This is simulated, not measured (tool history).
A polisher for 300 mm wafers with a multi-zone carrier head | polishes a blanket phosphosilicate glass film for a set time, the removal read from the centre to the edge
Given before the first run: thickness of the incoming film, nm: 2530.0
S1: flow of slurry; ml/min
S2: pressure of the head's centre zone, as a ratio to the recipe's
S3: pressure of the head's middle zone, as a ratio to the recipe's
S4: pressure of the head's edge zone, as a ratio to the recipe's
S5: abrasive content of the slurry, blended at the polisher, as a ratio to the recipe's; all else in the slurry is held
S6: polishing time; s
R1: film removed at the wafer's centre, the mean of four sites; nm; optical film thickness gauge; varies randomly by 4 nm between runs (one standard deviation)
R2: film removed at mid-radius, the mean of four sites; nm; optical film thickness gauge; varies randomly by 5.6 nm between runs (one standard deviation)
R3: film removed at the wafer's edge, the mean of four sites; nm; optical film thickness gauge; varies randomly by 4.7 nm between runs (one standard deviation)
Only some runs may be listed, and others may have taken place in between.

Run 1, hour 0: S1 260 ml/min, S2 1, S3 1, S4 1, S5 1, S6 45 s. Result: R1 494.77 nm, R2 533.72 nm, R3 555.51 nm.
Run 2, hour 3.5: S1 260 ml/min, S2 1, S3 1, S4 1.06, S5 1, S6 45 s. Result: R1 491.12 nm, R2 563.48 nm, R3 571.83 nm.
Run 3, hour 6.3: S1 265 ml/min, S2 1.01, S3 1.03, S4 1.01, S5 0.85, S6 43 s. Result: R1 451.34 nm, R2 502.67 nm, R3 493.82 nm.
Run 4, hour 7.1: S1 265 ml/min, S2 1, S3 1.03, S4 0.97, S5 0.75, S6 43 s. Result: R1 435.05 nm, R2 487.66 nm, R3 454.21 nm.
Run 5, hour 15.6: S1 260 ml/min, S2 0.98, S3 0.99, S4 0.95, S5 0.65, S6 43 s. Result: R1 399 nm, R2 444.82 nm, R3 436.26 nm.
Run 6, hour 24.2: S1 225 ml/min, S2 0.98, S3 0.99, S4 0.95, S5 0.65, S6 43 s. Result: R1 396.87 nm, R2 444.6 nm, R3 419.96 nm.
At hour 25: centre zone pressure recalibrated.
Run 7, hour 25: S1 215 ml/min, S2 0.98, S3 0.97, S4 0.93, S5 0.6, S6 43 s. Result: R1 405.89 nm, R2 412.72 nm, R3 409.6 nm.
Run 8, hour 33.3: S1 210 ml/min, S2 0.96, S3 0.97, S4 0.92, S5 0.55, S6 43 s. Result: R1 379.74 nm, R2 400.14 nm, R3 396.56 nm.

Forecast run 9:
Run 9, hour 36.1: S1 205 ml/min, S2 0.96, S3 0.98, S4 0.91, S5 0.55, S6 43 s. Result: R1 ?, R2 ?, R3 ?.

{"run 9": {"R1": 384.18, "R2": 404.15, "R3": 393.35}}
